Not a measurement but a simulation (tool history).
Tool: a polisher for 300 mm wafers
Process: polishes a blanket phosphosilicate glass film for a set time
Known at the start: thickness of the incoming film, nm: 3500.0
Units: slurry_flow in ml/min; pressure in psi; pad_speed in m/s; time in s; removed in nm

run 1 hour=0 | slurry_flow=280 pressure=2.1 pad_speed=1 slurry_solids=1 time=41 | removed=202.15
run 2 hour=2.8 | slurry_flow=280 pressure=2.1 pad_speed=1 slurry_solids=1 time=37 | removed=184.22
run 3 hour=7.5 | slurry_flow=280 pressure=2.2 pad_speed=1 slurry_solids=1 time=37 | removed=193.59
run 4 hour=15 | slurry_flow=280 pressure=2.2 pad_speed=1.22 slurry_solids=1 time=37 | removed=228.42
run 5 hour=18.3 | slurry_flow=280 pressure=2.6 pad_speed=1.22 slurry_solids=1 time=37 | removed=263.22
run 6 hour=24.1 | slurry_flow=280 pressure=2.9 pad_speed=1.22 slurry_solids=1 time=37 | removed=289.24
run 7 hour=26.5 | slurry_flow=280 pressure=2.8 pad_speed=1.22 slurry_solids=1 time=37 | removed=283.18

Run 8 comes next. What will it give?
run 8 hour=33.4 | slurry_flow=280 pressure=2.8 pad_speed=1.22 slurry_solids=1 time=37 | removed=?

removed: 280.35 nm

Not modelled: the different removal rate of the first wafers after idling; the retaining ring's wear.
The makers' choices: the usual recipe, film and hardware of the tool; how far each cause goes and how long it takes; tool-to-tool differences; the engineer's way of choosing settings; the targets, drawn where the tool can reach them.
